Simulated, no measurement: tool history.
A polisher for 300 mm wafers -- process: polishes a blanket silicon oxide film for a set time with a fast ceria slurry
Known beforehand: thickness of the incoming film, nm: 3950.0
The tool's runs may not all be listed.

run,hour,flow of slurry (ml/min),pressure of the wafer on the pad (kPa),speed of the pad under the wafer (cm/s),polishing time (s),film removed (Å)
1,0,275,20.7,128,58,12415
2,6.3,315,20.7,128,58,12604
3,10.5,315,19.3,128,58,11842
4,12.9,315,19.3,142,58,13186
5,21,315,22.8,142,58,14782
6,25.4,315,22.8,142,61,15774

Run 7 comes next. What will it give?
7,32.9,315,20.7,140,61,?

film removed (Å): 14233

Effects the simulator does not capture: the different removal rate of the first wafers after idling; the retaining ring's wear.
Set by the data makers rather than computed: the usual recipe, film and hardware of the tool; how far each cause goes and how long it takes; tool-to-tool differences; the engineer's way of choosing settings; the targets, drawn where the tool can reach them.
